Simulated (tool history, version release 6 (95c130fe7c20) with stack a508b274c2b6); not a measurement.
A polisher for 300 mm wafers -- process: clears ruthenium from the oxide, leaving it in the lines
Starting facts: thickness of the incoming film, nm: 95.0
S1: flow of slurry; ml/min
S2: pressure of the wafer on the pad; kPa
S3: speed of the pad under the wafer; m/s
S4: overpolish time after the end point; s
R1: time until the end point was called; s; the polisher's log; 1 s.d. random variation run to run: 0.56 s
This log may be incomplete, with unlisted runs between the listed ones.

run  hour   S1    S2    S3  S4       R1
  1   0.0  275  16.5  0.76   8   74.348
  2   3.9  275  16.5  0.62   8   89.770
  3  10.0  275  17.9  0.62   8   83.342
  4  17.0  275  17.9  0.50   8  100.930
  5  20.4  275  20.7  0.52   8   86.964
  6  21.5  330  20.7  0.52   8   83.554

Forecast run 7:
  7  22.7  335  22.1  0.54   8   ?

R1: 75.402 s

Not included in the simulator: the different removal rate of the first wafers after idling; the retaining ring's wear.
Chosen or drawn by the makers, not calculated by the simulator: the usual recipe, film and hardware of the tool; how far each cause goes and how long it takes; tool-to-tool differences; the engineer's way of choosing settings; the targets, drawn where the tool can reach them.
